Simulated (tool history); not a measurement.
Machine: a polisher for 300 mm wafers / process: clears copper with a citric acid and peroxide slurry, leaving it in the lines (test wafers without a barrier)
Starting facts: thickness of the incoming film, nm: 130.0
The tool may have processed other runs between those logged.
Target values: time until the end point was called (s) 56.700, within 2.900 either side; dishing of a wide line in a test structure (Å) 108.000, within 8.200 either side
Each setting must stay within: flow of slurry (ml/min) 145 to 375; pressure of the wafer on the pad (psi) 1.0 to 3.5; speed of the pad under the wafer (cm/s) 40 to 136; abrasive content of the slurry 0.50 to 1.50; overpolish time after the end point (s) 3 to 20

run,hour,flow of slurry (ml/min),pressure of the wafer on the pad (psi),speed of the pad under the wafer (cm/s),abrasive content of the slurry,overpolish time after the end point (s),time until the end point was called (s),dishing of a wide line in a test structure (Å)
1,0.0,240,2.2,88,1.00,10,87.215,103.680
2,0.7,240,2.2,88,0.85,10,92.407,97.430
3,7.2,210,2.2,88,0.85,10,95.514,94.734
4,12.5,210,1.7,88,0.85,10,116.970,73.743
5,16.7,230,1.7,88,0.85,10,117.730,76.505
6,25.5,230,1.3,88,0.85,10,151.780,56.829
7,34.4,235,1.9,94,0.85,5,101.190,44.870
8,42.9,235,2.0,94,0.85,5,95.429,45.967
9,51.8,235,2.1,94,0.85,5,88.621,48.824
10,59.5,235,2.2,94,0.85,5,83.925,50.878
11,67.2,235,2.3,94,0.85,5,81.949,54.359
12,74.3,235,2.4,94,0.85,5,80.119,55.943
13,77.0,235,3.0,96,0.85,9,62.477,126.960
14,81.1,240,3.1,98,0.85,8,58.846,120.550
15,83.9,240,3.1,98,0.85,8,59.281,120.450
# hour 85.2: head pressure recalibrated
16,85.2,240,3.2,98,0.85,6,53.834,101.210
17,89.0,240,3.2,98,0.85,7,51.790,119.010

4 next moves are on the table. One of them brings every result within its allowed miss. Which?
A,92.8,235,3.0,96,0.90,8,?,?
B,92.8,275,3.5,80,0.95,7,?,?
C,92.8,250,3.5,96,0.90,6,?,?
D,92.8,195,3.0,100,1.05,9,?,?

move,time until the end point was called (s),dishing of a wide line in a test structure (Å)
A,57.592,128.650
B,57.338,113.800
C,49.223,113.610
D,54.036,153.090
A: corrects the largest miss of the last run, while another result sits out of spec
B: each result inside its tolerance
C: the biggest miss grows against the last run
D: corrects the largest miss of the last run, while another result sits out of spec
B meets every target.
